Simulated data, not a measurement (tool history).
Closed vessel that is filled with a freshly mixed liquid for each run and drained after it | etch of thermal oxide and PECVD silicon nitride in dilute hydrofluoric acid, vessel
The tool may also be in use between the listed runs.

run  hour  temperature setpoint of the liquid (K)  parts of water to one part of 49 % hydrofluoric acid (parts by volume)  time in the liquid (s)  thickness taken off the thermal oxide on a monitor wafer (angstrom)  thickness taken off the PECVD silicon nitride on a monitor wafer (angstrom)
  1   0.0                                  299.15                                                                     270                     285                                                               41.703                                                                       32.463
  2   3.2                                  299.15                                                                     360                     285                                                               29.233                                                                       24.672
  3  10.9                                  299.15                                                                     360                     370                                                               37.411                                                                       32.201
  4  12.9                                  298.15                                                                     395                     355                                                               30.555                                                                       26.323
  5  18.9                                  301.65                                                                     395                     355                                                               34.532                                                                       31.672
  6  27.0                                  301.65                                                                     395                     295                                                               27.834                                                                       26.600

Run 7, settings as shown, results not yet in. Your forecast:
  7  35.0                                  299.65                                                                     420                     300                                                                    ?                                                                            ?

{"run 7": {"thickness taken off the thermal oxide on a monitor wafer (angstrom)": 24.744, "thickness taken off the PECVD silicon nitride on a monitor wafer (angstrom)": 22.575}}
